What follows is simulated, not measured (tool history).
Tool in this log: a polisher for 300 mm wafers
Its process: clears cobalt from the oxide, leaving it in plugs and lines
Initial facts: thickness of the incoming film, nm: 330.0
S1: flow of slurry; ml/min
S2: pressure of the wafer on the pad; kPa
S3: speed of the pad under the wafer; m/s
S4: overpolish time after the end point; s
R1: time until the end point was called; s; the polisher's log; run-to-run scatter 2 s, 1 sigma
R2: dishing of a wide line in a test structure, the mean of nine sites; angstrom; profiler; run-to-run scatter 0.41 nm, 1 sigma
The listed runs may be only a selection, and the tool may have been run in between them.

Run 1, hour 0.0: S1 210 ml/min, S2 14.5 kPa, S3 0.88 m/s, S4 18 s. Result: R1 75.240 s, R2 385.40 angstrom.
Run 2, hour 7.9: S1 210 ml/min, S2 14.5 kPa, S3 0.72 m/s, S4 18 s. Result: R1 90.639 s, R2 341.10 angstrom.
Run 3, hour 13.9: S1 210 ml/min, S2 11.7 kPa, S3 0.72 m/s, S4 18 s. Result: R1 113.200 s, R2 323.01 angstrom.
Run 4, hour 15.1: S1 210 ml/min, S2 11.7 kPa, S3 0.58 m/s, S4 18 s. Result: R1 134.180 s, R2 280.31 angstrom.
Run 5, hour 22.5: S1 210 ml/min, S2 11.7 kPa, S3 0.58 m/s, S4 25 s. Result: R1 138.280 s, R2 348.96 angstrom.
At hour 28.4: slurry nozzle cleaned.
Run 6, hour 28.4: S1 210 ml/min, S2 11.0 kPa, S3 0.58 m/s, S4 25 s. Result: R1 138.850 s, R2 338.60 angstrom.

Predict the results of run 7:
Run 7, hour 31.8: S1 210 ml/min, S2 10.3 kPa, S3 0.58 m/s, S4 25 s. Result: R1 ?, R2 ?.

{"run 7": {"R1": 146.24, "R2": 327.17}}
